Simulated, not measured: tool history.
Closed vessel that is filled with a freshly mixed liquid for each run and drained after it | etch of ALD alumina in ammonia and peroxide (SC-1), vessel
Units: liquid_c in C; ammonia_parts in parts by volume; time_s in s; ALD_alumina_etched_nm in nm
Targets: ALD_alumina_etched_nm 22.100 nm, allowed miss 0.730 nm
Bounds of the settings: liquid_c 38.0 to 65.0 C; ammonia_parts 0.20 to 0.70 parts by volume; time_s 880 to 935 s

{"run": 1, "hour": 0.0, "liquid_c": 49.0, "ammonia_parts": 0.4, "time_s": 880, "ALD_alumina_etched_nm": 39.852}
{"run": 2, "hour": 8.8, "liquid_c": 49.0, "ammonia_parts": 0.5, "time_s": 880, "ALD_alumina_etched_nm": 40.655}
{"run": 3, "hour": 11.2, "liquid_c": 47.5, "ammonia_parts": 0.5, "time_s": 880, "ALD_alumina_etched_nm": 37.417}
{"run": 4, "hour": 19.2, "liquid_c": 47.5, "ammonia_parts": 0.55, "time_s": 880, "ALD_alumina_etched_nm": 38.428}
{"run": 5, "hour": 28.2, "liquid_c": 50.0, "ammonia_parts": 0.55, "time_s": 880, "ALD_alumina_etched_nm": 43.95}
{"run": 6, "hour": 36.2, "liquid_c": 50.0, "ammonia_parts": 0.55, "time_s": 935, "ALD_alumina_etched_nm": 45.733}
{"run": 7, "hour": 37.5, "liquid_c": 48.5, "ammonia_parts": 0.5, "time_s": 930, "ALD_alumina_etched_nm": 42.681}
{"run": 8, "hour": 41.1, "liquid_c": 40.5, "ammonia_parts": 0.65, "time_s": 880, "ALD_alumina_etched_nm": 25.878}
{"run": 9, "hour": 45.7, "liquid_c": 40.0, "ammonia_parts": 0.65, "time_s": 880, "ALD_alumina_etched_nm": 24.588}

Which of these 4 next moves meets every target?
{"run": "A", "hour": 50.3, "liquid_c": 40.5, "ammonia_parts": 0.7, "time_s": 935, "ALD_alumina_etched_nm": "?"}
{"run": "B", "hour": 50.3, "liquid_c": 38.0, "ammonia_parts": 0.65, "time_s": 890, "ALD_alumina_etched_nm": "?"}
{"run": "C", "hour": 50.3, "liquid_c": 38.0, "ammonia_parts": 0.7, "time_s": 935, "ALD_alumina_etched_nm": "?"}
{"run": "D", "hour": 50.3, "liquid_c": 39.5, "ammonia_parts": 0.7, "time_s": 880, "ALD_alumina_etched_nm": "?"}

move=A ALD_alumina_etched_nm=27.321
move=B ALD_alumina_etched_nm=22.263
move=C ALD_alumina_etched_nm=23.555
move=D ALD_alumina_etched_nm=24.241
A: further off than the last run
B: meets every target
C: nearer than the last run, and not there yet
D: nearer than the last run, and not there yet
The right move is B.
